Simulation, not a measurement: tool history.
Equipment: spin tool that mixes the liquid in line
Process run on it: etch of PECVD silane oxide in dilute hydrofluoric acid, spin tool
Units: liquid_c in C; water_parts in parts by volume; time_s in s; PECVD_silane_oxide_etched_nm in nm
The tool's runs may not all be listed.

run 1 hour=0 | liquid_c=25 water_parts=210 time_s=260 | PECVD_silane_oxide_etched_nm=38.951
run 2 hour=4.2 | liquid_c=26.5 water_parts=185 time_s=260 | PECVD_silane_oxide_etched_nm=48.201
run 3 hour=9.9 | liquid_c=26.5 water_parts=185 time_s=260 | PECVD_silane_oxide_etched_nm=47.799
run 4 hour=13 | liquid_c=27.5 water_parts=165 time_s=260 | PECVD_silane_oxide_etched_nm=56.765
run 5 hour=15.5 | liquid_c=27.5 water_parts=120 time_s=260 | PECVD_silane_oxide_etched_nm=83.73
run 6 hour=18.3 | liquid_c=27.5 water_parts=150 time_s=260 | PECVD_silane_oxide_etched_nm=64.294
run 7 hour=19.8 | liquid_c=28.5 water_parts=140 time_s=260 | PECVD_silane_oxide_etched_nm=72.229
run 8 hour=25.1 | liquid_c=32.5 water_parts=90 time_s=260 | PECVD_silane_oxide_etched_nm=140.92
run 9 hour=27.2 | liquid_c=32.5 water_parts=90 time_s=260 | PECVD_silane_oxide_etched_nm=140.48
run 10 hour=34.1 | liquid_c=32 water_parts=90 time_s=260 | PECVD_silane_oxide_etched_nm=138.25
run 11 hour=37.1 | liquid_c=31.5 water_parts=90 time_s=260 | PECVD_silane_oxide_etched_nm=135.17

Run 12 is up next; what results do you expect?
run 12 hour=38.2 | liquid_c=31.5 water_parts=90 time_s=260 | PECVD_silane_oxide_etched_nm=?

{"run 12": {"PECVD_silane_oxide_etched_nm": 135.4}}

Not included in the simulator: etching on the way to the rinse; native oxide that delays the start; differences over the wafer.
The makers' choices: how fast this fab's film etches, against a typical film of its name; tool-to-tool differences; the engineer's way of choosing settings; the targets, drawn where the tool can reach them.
